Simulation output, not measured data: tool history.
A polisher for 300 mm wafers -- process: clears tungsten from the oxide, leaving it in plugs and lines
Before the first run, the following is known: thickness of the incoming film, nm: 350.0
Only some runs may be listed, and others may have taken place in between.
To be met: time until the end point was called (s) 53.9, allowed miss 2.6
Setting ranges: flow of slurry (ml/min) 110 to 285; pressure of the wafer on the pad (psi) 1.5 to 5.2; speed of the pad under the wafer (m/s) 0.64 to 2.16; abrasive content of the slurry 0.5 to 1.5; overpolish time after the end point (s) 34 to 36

run	day	flow of slurry (ml/min)	pressure of the wafer on the pad (psi)	speed of the pad under the wafer (m/s)	abrasive content of the slurry	overpolish time after the end point (s)	time until the end point was called (s)
1	0	180	3.3	1.4	1	34	71.326
2	0.3	180	3.3	1.4	1.2	34	70.635
3	0.592	180	3.3	1.58	1.2	34	65.399
4	0.921	180	3.4	1.58	1.2	34	62.22
5	1.238	180	3.5	1.58	1.2	34	58.374
6	1.583	180	3.5	1.58	1.2	36	59.83
7	1.833	180	3.6	1.58	1.2	36	58.4
8	1.988	180	3.7	1.58	1.2	36	56.286

Next run, 5 choices. One meets every target within its allowed miss, the rest don't. Which?
A	2.142	140	3.6	1.54	1.25	34	?
B	2.142	115	3.6	1.78	1.4	34	?
C	2.142	210	3.2	1.62	1.5	36	?
D	2.142	180	3.7	1.5	1.25	36	?
E	2.142	135	3.7	1.48	1.35	34	?

move	time until the end point was called (s)
A	61.629
B	54.885
C	59.309
D	58.916
E	61.27
A: further off than the last run
B: each result inside its tolerance
C: further off than the last run
D: further off than the last run
E: further off than the last run
B meets every target.

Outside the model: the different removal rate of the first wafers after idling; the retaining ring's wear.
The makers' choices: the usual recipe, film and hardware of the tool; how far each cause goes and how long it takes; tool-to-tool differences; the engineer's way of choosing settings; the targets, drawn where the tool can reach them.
